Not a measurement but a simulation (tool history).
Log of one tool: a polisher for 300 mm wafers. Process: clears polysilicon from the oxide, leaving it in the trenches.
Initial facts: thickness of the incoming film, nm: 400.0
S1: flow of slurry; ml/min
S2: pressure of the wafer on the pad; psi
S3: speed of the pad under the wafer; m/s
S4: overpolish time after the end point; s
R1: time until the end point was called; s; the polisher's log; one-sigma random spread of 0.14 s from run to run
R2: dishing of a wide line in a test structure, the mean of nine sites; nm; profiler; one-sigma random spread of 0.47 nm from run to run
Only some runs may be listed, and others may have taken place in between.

run  hour   S1   S2    S3  S4      R1      R2
  1     0  305  2.8  1.28   9   21.41  43.309
  2   1.9  305    3   1.3   9  19.132  43.908
  3   9.6  305  3.6   1.3   9  16.574  43.807
  4  13.7  245  3.6   1.3   9  16.678  44.988
  5  16.4  300  3.6   1.3   9  15.957  45.036
  6  19.4  300  3.3   1.3   9  17.578  43.292
  7    21  305  3.4  1.32   9  16.814  44.046
  8  28.7  310  3.5  1.34   9  15.951  44.465

Run 9 comes next. What will it give?
  9  32.7  310  4.3  1.4   5   ?   ?

R1: 12.465 s
R2: 42.9 nm
